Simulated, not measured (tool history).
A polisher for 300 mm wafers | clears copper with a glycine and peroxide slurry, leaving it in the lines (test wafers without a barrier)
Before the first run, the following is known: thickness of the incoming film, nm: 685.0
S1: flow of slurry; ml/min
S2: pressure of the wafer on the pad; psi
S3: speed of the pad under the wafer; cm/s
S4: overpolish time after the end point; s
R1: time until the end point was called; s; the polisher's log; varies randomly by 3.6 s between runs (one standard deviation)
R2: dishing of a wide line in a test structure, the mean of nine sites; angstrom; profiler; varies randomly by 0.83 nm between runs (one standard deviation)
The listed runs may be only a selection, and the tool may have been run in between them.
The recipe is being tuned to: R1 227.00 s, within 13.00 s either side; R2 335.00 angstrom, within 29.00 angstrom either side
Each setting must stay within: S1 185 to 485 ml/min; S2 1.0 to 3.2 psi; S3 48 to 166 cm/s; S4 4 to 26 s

run,hour,S1,S2,S3,S4,R1,R2
1,0.0,310,2.1,106,13,137.15,356.68
2,5.7,310,2.1,116,13,124.41,370.79
3,12.3,310,2.1,116,9,129.08,273.02
4,13.3,310,1.8,108,11,149.73,289.48
5,21.3,310,2.3,108,11,125.60,347.27
6,26.4,310,2.0,100,13,148.31,345.58
7,31.8,310,1.8,96,14,157.89,350.49
8,33.9,310,1.6,90,15,174.65,325.28
9,38.5,310,1.5,86,16,187.17,336.32
10,42.0,310,1.4,84,17,202.40,343.83

Below are 4 possible settings for the next run. Only one of them brings all results inside the allowed miss of their targets. Which is it?
A,45.5,355,1.6,96,14,?,?
B,45.5,320,1.3,68,18,?,?
C,45.5,320,1.4,88,15,?,?
D,45.5,315,1.2,120,15,?,?

move,R1,R2
A,165.96,324.11
B,221.10,318.94
C,188.99,309.83
D,176.05,323.39
A: further off than the last run
B: all results land within tolerance of their targets
C: further off than the last run
D: further off than the last run
Correct choice: B, which meets every target
